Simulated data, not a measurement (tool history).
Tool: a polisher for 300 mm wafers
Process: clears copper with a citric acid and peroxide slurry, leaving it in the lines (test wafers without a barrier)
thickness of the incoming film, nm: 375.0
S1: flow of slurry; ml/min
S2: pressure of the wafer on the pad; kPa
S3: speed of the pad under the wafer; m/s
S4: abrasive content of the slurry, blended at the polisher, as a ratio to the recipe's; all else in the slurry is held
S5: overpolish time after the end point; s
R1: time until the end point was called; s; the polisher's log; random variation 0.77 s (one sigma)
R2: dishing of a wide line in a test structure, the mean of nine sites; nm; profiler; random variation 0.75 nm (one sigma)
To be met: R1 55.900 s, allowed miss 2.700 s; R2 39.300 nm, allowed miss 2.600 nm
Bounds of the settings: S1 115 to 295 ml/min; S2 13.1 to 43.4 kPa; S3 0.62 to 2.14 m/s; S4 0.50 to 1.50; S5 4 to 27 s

Run 1, hour 0.0: S1 190 ml/min, S2 28.3 kPa, S3 1.38 m/s, S4 1.00, S5 14 s. Result: R1 81.754 s, R2 47.428 nm.
Run 2, hour 4.8: S1 190 ml/min, S2 26.2 kPa, S3 1.38 m/s, S4 1.00, S5 14 s. Result: R1 85.770 s, R2 43.101 nm.
Run 3, hour 8.9: S1 190 ml/min, S2 27.6 kPa, S3 1.40 m/s, S4 1.00, S5 13 s. Result: R1 80.712 s, R2 42.868 nm.
Run 4, hour 9.7: S1 190 ml/min, S2 28.3 kPa, S3 1.42 m/s, S4 1.00, S5 12 s. Result: R1 79.575 s, R2 40.825 nm.
Run 5, hour 10.7: S1 190 ml/min, S2 29.6 kPa, S3 1.44 m/s, S4 1.00, S5 11 s. Result: R1 75.678 s, R2 40.214 nm.
Run 6, hour 12.3: S1 190 ml/min, S2 29.6 kPa, S3 1.44 m/s, S4 0.80, S5 11 s. Result: R1 80.620 s, R2 37.779 nm.
Run 7, hour 16.7: S1 190 ml/min, S2 29.6 kPa, S3 1.44 m/s, S4 0.80, S5 11 s. Result: R1 80.367 s, R2 38.235 nm.
Run 8, hour 22.4: S1 190 ml/min, S2 31.0 kPa, S3 1.44 m/s, S4 0.80, S5 10 s. Result: R1 76.768 s, R2 36.064 nm.
Run 9, hour 28.0: S1 195 ml/min, S2 38.6 kPa, S3 1.46 m/s, S4 0.80, S5 7 s. Result: R1 65.733 s, R2 30.817 nm.
Run 10, hour 34.4: S1 195 ml/min, S2 39.3 kPa, S3 1.48 m/s, S4 0.80, S5 7 s. Result: R1 66.060 s, R2 30.609 nm.
Run 11, hour 38.5: S1 195 ml/min, S2 39.3 kPa, S3 1.50 m/s, S4 0.80, S5 7 s. Result: R1 63.960 s, R2 30.532 nm.
Run 12, hour 45.5: S1 195 ml/min, S2 39.3 kPa, S3 1.52 m/s, S4 0.80, S5 7 s. Result: R1 62.019 s, R2 32.169 nm.
At hour 51.6: head pressure recalibrated.
Run 13, hour 51.6: S1 195 ml/min, S2 40.7 kPa, S3 1.56 m/s, S4 0.80, S5 8 s. Result: R1 64.576 s, R2 35.395 nm.
Run 14, hour 59.7: S1 195 ml/min, S2 40.7 kPa, S3 1.58 m/s, S4 0.80, S5 8 s. Result: R1 64.531 s, R2 35.576 nm.

4 next moves are on the table. One of them brings every result within its allowed miss. Which?
Run A, hour 67.8: S1 185 ml/min, S2 35.9 kPa, S3 1.46 m/s, S4 0.75, S5 11 s. Result: R1 ?, R2 ?.
Run B, hour 67.8: S1 140 ml/min, S2 41.4 kPa, S3 2.04 m/s, S4 0.70, S5 8 s. Result: R1 ?, R2 ?.
Run C, hour 67.8: S1 270 ml/min, S2 38.6 kPa, S3 1.78 m/s, S4 1.15, S5 9 s. Result: R1 ?, R2 ?.
Run D, hour 67.8: S1 195 ml/min, S2 40.7 kPa, S3 1.48 m/s, S4 0.75, S5 8 s. Result: R1 ?, R2 ?.

move      R1      R2
   A  76.991  39.115
   B  56.625  38.851
   C  53.521  45.183
   D  68.783  32.625
A: further off than the last run
B: meets every target
C: brings the result that was furthest off to its target, and leaves another outside
D: further off than the last run
Answer: B
